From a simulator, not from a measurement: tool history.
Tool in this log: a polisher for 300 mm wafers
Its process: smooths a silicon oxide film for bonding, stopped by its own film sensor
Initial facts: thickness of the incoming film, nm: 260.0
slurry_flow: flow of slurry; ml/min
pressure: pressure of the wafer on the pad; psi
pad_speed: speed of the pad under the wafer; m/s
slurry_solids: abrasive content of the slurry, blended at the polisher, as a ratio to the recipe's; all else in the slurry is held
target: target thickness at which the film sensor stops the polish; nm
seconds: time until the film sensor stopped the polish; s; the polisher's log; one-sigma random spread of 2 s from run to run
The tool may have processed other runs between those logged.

Run 1, hour 0.0: slurry_flow 135 ml/min, pressure 1.5 psi, pad_speed 0.78 m/s, slurry_solids 1.00, target 187 nm. Result: seconds 162.69 s.
Run 2, hour 2.8: slurry_flow 135 ml/min, pressure 1.3 psi, pad_speed 0.78 m/s, slurry_solids 1.00, target 187 nm. Result: seconds 184.46 s.
Run 3, hour 10.7: slurry_flow 135 ml/min, pressure 1.3 psi, pad_speed 0.78 m/s, slurry_solids 0.80, target 187 nm. Result: seconds 204.78 s.
Run 4, hour 17.2: slurry_flow 150 ml/min, pressure 1.3 psi, pad_speed 0.78 m/s, slurry_solids 0.80, target 187 nm. Result: seconds 201.09 s.
Run 5, hour 24.4: slurry_flow 150 ml/min, pressure 1.3 psi, pad_speed 0.78 m/s, slurry_solids 0.95, target 187 nm. Result: seconds 185.49 s.
Run 6, hour 28.8: slurry_flow 150 ml/min, pressure 1.2 psi, pad_speed 0.78 m/s, slurry_solids 0.95, target 187 nm. Result: seconds 200.63 s.
Run 7, hour 34.4: slurry_flow 145 ml/min, pressure 1.1 psi, pad_speed 0.78 m/s, slurry_solids 0.95, target 187 nm. Result: seconds 222.65 s.

Predict the results of run 8:
Run 8, hour 41.2: slurry_flow 140 ml/min, pressure 1.1 psi, pad_speed 0.78 m/s, slurry_solids 0.95, target 187 nm. Result: seconds ?.

{"run 8": {"seconds": 219.35}}

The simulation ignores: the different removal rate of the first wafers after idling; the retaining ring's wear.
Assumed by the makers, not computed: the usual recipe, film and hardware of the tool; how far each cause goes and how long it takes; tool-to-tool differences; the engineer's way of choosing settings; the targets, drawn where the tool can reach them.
